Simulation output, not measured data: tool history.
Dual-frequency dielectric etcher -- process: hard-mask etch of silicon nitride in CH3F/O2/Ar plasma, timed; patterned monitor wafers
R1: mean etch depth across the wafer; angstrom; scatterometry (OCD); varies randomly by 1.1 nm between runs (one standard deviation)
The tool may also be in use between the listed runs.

Run 1, hour 0: source power (W) 300, bias power (W) 78, etch time (s) 236. Result: R1 1450.8 angstrom.
Run 2, hour 3.2: source power (W) 310, bias power (W) 79, etch time (s) 236. Result: R1 1452.9 angstrom.
Run 3, hour 9.1: source power (W) 320, bias power (W) 80, etch time (s) 236.5. Result: R1 1491.9 angstrom.
Run 4, hour 10.6: source power (W) 330, bias power (W) 81, etch time (s) 236.5. Result: R1 1500.6 angstrom.
Run 5, hour 14: source power (W) 330, bias power (W) 81, etch time (s) 246. Result: R1 1558.5 angstrom.
Run 6, hour 21.4: source power (W) 330, bias power (W) 82, etch time (s) 246. Result: R1 1580.7 angstrom.
Run 7, hour 27.3: source power (W) 330, bias power (W) 82, etch time (s) 246. Result: R1 1579.9 angstrom.

What does the tool deliver on the next run?
Run 8, hour 31.6: source power (W) 330, bias power (W) 83, etch time (s) 246. Result: R1 ?.

Run 8 came out at R1 1579.6 angstrom.

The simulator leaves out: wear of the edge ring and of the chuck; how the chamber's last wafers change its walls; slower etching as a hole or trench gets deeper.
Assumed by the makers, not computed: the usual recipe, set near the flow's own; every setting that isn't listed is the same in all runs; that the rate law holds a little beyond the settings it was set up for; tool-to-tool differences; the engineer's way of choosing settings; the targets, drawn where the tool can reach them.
